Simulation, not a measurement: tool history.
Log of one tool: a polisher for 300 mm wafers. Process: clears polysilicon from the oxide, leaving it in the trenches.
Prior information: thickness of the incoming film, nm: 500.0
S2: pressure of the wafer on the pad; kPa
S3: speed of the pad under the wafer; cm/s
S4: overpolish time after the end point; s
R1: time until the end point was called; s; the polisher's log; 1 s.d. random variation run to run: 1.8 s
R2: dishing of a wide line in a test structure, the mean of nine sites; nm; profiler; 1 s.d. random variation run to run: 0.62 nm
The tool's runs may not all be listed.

run 1 day=0.000 | flow_of_slurry_(ml/min)=200 S2=11.7 S3=110 S4=16 | R1=51.295 R2=64.488
run 2 day=0.029 | flow_of_slurry_(ml/min)=200 S2=13.1 S3=110 S4=16 | R1=46.649 R2=65.512
run 3 day=0.304 | flow_of_slurry_(ml/min)=180 S2=11.7 S3=94 S4=13 | R1=58.247 R2=55.955
run 4 day=0.421 | flow_of_slurry_(ml/min)=180 S2=11.7 S3=94 S4=16 | R1=58.954 R2=59.011
run 5 day=0.675 | flow_of_slurry_(ml/min)=165 S2=10.3 S3=82 S4=13 | R1=77.105 R2=53.238
run 6 day=0.808 | flow_of_slurry_(ml/min)=165 S2=8.3 S3=82 S4=13 | R1=95.165 R2=44.915
run 7 day=0.896 | flow_of_slurry_(ml/min)=175 S2=7.6 S3=78 S4=11 | R1=106.060 R2=37.482
run 8 day=1.067 | flow_of_slurry_(ml/min)=185 S2=6.9 S3=76 S4=10 | R1=117.590 R2=33.316
run 9 day=1.425 | flow_of_slurry_(ml/min)=195 S2=6.9 S3=76 S4=10 | R1=118.880 R2=34.218

Expected results for the next run?
run 10 day=1.712 | flow_of_slurry_(ml/min)=140 S2=5.5 S3=74 S4=5 | R1=? R2=?

{"run 10": {"R1": 156.22, "R2": 15.809}}

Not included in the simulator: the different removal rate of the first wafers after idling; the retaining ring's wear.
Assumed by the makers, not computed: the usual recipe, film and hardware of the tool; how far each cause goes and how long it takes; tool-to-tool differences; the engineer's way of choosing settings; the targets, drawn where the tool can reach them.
